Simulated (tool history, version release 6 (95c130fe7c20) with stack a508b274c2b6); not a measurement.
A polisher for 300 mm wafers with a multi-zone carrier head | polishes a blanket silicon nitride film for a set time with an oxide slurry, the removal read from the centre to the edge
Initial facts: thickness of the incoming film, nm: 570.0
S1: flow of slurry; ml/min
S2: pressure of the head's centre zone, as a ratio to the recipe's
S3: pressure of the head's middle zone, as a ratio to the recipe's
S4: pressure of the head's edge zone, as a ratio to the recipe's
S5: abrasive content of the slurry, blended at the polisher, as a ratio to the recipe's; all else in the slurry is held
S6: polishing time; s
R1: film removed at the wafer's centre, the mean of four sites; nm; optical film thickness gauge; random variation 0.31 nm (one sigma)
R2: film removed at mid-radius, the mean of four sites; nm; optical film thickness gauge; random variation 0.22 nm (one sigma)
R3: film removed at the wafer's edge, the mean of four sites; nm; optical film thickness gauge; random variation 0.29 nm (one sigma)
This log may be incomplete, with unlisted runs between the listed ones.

run,day,S1,S2,S3,S4,S5,S6,R1,R2,R3
1,0,205,1,1,1,1,43,26,26.136,25.327
2,0.104,205,0.92,1,1,1,43,23.772,26.305,25.695
3,0.388,210,0.94,0.98,1.03,1.05,43,24.822,26.49,26.086
4,0.638,240,0.94,0.98,1.03,1.05,43,25.134,27.626,27.036
5,0.904,235,0.95,0.95,1.06,1.1,43,26.048,27.159,27.991
6,1.092,215,0.95,0.95,1.06,1.1,43,25.95,26.9,27.118
7,1.2,230,0.96,0.93,1.08,1.1,43,26.275,26.86,27.87

Predict the results of run 8:
8,1.275,240,0.97,0.91,1.1,1.1,43,?,?,?

Run 8 yielded R1 26.488 nm, R2 26.963 nm, R3 28.254 nm.
